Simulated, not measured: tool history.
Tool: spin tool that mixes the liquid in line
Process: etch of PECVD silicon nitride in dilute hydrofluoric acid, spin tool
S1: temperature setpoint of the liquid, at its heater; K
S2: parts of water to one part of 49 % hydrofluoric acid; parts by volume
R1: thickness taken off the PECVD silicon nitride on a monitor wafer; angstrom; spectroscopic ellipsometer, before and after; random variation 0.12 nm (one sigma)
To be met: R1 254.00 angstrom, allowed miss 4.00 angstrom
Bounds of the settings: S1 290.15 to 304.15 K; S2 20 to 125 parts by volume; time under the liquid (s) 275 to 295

{"run": 1, "hour": 0.0, "S1": 296.15, "S2": 70, "time under the liquid (s)": 275, "R1": 197.46}
{"run": 2, "hour": 7.3, "S1": 296.15, "S2": 70, "time under the liquid (s)": 275, "R1": 199.64}
{"run": 3, "hour": 13.4, "S1": 297.15, "S2": 70, "time under the liquid (s)": 275, "R1": 212.43}
{"run": 4, "hour": 20.9, "S1": 294.65, "S2": 70, "time under the liquid (s)": 275, "R1": 180.54}
{"run": 5, "hour": 29.4, "S1": 297.15, "S2": 70, "time under the liquid (s)": 275, "R1": 213.06}
{"run": 6, "hour": 30.5, "S1": 297.65, "S2": 70, "time under the liquid (s)": 275, "R1": 222.47}
{"run": 7, "hour": 38.0, "S1": 298.15, "S2": 70, "time under the liquid (s)": 275, "R1": 227.83}
{"run": 8, "hour": 41.4, "S1": 300.15, "S2": 70, "time under the liquid (s)": 275, "R1": 258.97}
{"run": 9, "hour": 42.9, "S1": 300.15, "S2": 70, "time under the liquid (s)": 275, "R1": 258.36}

4 next moves are on the table. One of them brings every result within its allowed miss. Which?
{"run": "A", "hour": 44.4, "S1": 301.65, "S2": 75, "time under the liquid (s)": 275, "R1": "?"}
{"run": "B", "hour": 44.4, "S1": 296.15, "S2": 55, "time under the liquid (s)": 275, "R1": "?"}
{"run": "C", "hour": 44.4, "S1": 299.65, "S2": 70, "time under the liquid (s)": 290, "R1": "?"}
{"run": "D", "hour": 44.4, "S1": 300.15, "S2": 70, "time under the liquid (s)": 280, "R1": "?"}

move=A R1=267.48
move=B R1=252.77
move=C R1=265.34
move=D R1=264.69
A: further off than the last run
B: meets every target
C: further off than the last run
D: further off than the last run
Move B is the one to make.
